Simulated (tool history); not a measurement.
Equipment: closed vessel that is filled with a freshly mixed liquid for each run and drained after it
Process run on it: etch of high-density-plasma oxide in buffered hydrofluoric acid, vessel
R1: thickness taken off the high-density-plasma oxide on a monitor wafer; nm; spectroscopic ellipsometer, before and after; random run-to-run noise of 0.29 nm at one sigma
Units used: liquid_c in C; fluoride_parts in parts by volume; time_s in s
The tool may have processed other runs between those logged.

{"run": 1, "day": 0.0, "liquid_c": 22, "fluoride_parts": 17, "time_s": 100, "R1": 61.773}
{"run": 2, "day": 0.3, "liquid_c": 20.5, "fluoride_parts": 18, "time_s": 100, "R1": 53.393}
{"run": 3, "day": 0.483, "liquid_c": 20.5, "fluoride_parts": 15.5, "time_s": 100, "R1": 61.272}
{"run": 4, "day": 0.692, "liquid_c": 18.5, "fluoride_parts": 15.5, "time_s": 100, "R1": 55.119}
{"run": 5, "day": 0.971, "liquid_c": 18, "fluoride_parts": 17, "time_s": 100, "R1": 49.517}
{"day": 1.246, "done": "hydrofluoric acid flow meter replaced"}
{"run": 6, "day": 1.246, "liquid_c": 17.5, "fluoride_parts": 18, "time_s": 100, "R1": 47.934}
{"run": 7, "day": 1.592, "liquid_c": 17.5, "fluoride_parts": 19.5, "time_s": 100, "R1": 44.446}
{"run": 8, "day": 1.9, "liquid_c": 17.5, "fluoride_parts": 20.5, "time_s": 100, "R1": 42.79}

Predict the results of run 9:
{"run": 9, "day": 2.138, "liquid_c": 17.5, "fluoride_parts": 21, "time_s": 100, "R1": "?"}

For run 9 the tool returned R1 41.787 nm.

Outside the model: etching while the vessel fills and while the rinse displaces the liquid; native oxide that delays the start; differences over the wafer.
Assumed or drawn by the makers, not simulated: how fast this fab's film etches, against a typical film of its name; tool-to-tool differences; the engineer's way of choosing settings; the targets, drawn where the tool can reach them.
